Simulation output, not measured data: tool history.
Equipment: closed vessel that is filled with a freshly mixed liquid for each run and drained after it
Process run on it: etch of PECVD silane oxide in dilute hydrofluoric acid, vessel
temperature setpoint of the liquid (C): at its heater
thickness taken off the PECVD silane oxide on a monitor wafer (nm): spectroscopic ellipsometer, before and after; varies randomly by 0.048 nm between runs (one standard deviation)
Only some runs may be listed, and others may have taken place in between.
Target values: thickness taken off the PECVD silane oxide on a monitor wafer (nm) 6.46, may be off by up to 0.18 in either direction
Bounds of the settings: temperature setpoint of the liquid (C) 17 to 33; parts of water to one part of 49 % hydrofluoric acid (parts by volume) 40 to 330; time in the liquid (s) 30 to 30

run	hour	temperature setpoint of the liquid (C)	parts of water to one part of 49 % hydrofluoric acid (parts by volume)	time in the liquid (s)	thickness taken off the PECVD silane oxide on a monitor wafer (nm)
1	0	25	185	30	2.884
2	8.5	25	125	30	4.6465
3	12.2	26.5	125	30	4.9101
4	15.7	26.5	185	30	3.0435
5	18.4	26.5	210	30	2.6335
6	24.8	26.5	255	30	2.0582
7	32	27.5	230	30	2.445
8	38.3	28.5	210	30	2.8157
9	47	28.5	210	30	2.8289
10	50.2	29.5	190	30	3.2884
11	57.7	30	175	30	3.7103
12	62.4	30.5	160	30	4.2502
13	64	31	150	30	4.7133
14	68.1	31.5	145	30	4.9949
15	74	32	140	30	5.2548
16	75.6	33	110	30	7.1662
17	83.8	33	110	30	7.2047
18	87.1	32.5	110	30	7.1494
19	94.8	32	110	30	6.9188
20	102.5	31.5	110	30	6.7713
21	110.6	31	110	30	6.8302

Below are 5 possible settings for the next run. Only one of them brings all results inside the allowed miss of their targets. Which is it?
A	118.7	32	100	30	?
B	118.7	31.5	115	30	?
C	118.7	33	110	30	?
D	118.7	28	95	30	?
E	118.7	27	90	30	?

move	thickness taken off the PECVD silane oxide on a monitor wafer (nm)
A	7.8097
B	6.5127
C	7.2429
D	7.1376
E	7.3049
A: its largest miss is bigger than the last run's
B: all results in spec
C: its largest miss is bigger than the last run's
D: its largest miss is bigger than the last run's
E: its largest miss is bigger than the last run's
B is the move that brings every result within its allowed miss.
